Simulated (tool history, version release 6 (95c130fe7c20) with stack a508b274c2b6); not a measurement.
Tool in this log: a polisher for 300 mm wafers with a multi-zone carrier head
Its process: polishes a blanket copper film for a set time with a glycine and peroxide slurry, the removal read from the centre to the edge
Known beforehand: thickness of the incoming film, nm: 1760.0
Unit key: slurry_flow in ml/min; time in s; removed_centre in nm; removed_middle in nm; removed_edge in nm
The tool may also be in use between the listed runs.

| run | day | slurry_flow | centre_zone | middle_zone | edge_zone | time | removed_centre | removed_middle | removed_edge |
|---|---|---|---|---|---|---|---|---|---|
| 1 | 0.000 | 250 | 1.00 | 1.00 | 1.00 | 35 | 274.20 | 275.16 | 270.11 |
| 2 | 0.333 | 245 | 0.99 | 1.01 | 0.97 | 32 | 248.69 | 251.59 | 243.32 |
| 3 | 0.662 | 215 | 0.99 | 1.01 | 0.97 | 32 | 244.31 | 239.42 | 239.06 |
| 4 | 0.912 | 190 | 0.99 | 1.01 | 0.97 | 32 | 239.39 | 243.84 | 235.89 |
| 5 | 1.054 | 150 | 0.99 | 1.01 | 0.97 | 32 | 225.51 | 226.34 | 229.43 |
| 6 | 1.079 | 150 | 0.99 | 1.01 | 0.91 | 32 | 230.55 | 227.38 | 223.83 |

Run 7 is up next; what results do you expect?
| 7 | 1.200 | 160 | 0.98 | 1.03 | 0.90 | 29 | ? | ? | ? |

For run 7 the tool returned removed_centre 211.30 nm, removed_middle 210.62 nm, removed_edge 199.70 nm.

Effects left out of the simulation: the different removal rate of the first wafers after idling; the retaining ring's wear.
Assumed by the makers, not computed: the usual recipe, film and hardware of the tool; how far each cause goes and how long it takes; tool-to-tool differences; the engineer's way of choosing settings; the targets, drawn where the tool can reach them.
